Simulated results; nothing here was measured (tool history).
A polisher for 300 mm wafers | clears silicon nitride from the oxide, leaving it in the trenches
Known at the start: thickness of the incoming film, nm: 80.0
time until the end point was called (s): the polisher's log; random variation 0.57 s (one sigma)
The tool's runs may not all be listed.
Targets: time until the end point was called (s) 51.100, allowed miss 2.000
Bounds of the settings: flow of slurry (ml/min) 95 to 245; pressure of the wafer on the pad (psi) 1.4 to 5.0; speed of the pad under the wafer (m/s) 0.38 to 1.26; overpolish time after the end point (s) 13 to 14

run,hour,flow of slurry (ml/min),pressure of the wafer on the pad (psi),speed of the pad under the wafer (m/s),overpolish time after the end point (s),time until the end point was called (s)
1,0.0,155,3.2,0.82,13,75.442
2,6.2,155,3.4,0.82,13,71.172
3,7.6,155,3.4,0.82,14,72.807
4,9.9,155,3.6,0.82,14,69.268
5,17.8,155,3.6,0.82,13,67.319
6,26.1,155,3.7,0.82,13,66.987
7,26.7,155,3.8,0.82,13,64.509
8,31.7,155,3.9,0.82,13,63.060
9,39.1,155,3.9,0.82,13,62.550
10,45.3,155,4.0,0.82,13,60.852
11,46.1,155,4.1,0.82,13,60.863
12,48.8,155,4.2,0.82,13,59.059
13,49.6,155,4.3,0.82,13,58.060

Which of these 4 next moves meets every target?
A,50.4,165,5.0,0.94,14,?
B,50.4,185,4.9,0.96,13,?
C,50.4,175,5.0,0.88,13,?
D,50.4,155,4.2,1.00,14,?

move,time until the end point was called (s)
A,46.592
B,46.257
C,48.360
D,52.868
A: takes the result that was furthest off past its target
B: takes the result that was furthest off past its target
C: takes the result that was furthest off past its target
D: meets every target
The right move is D.
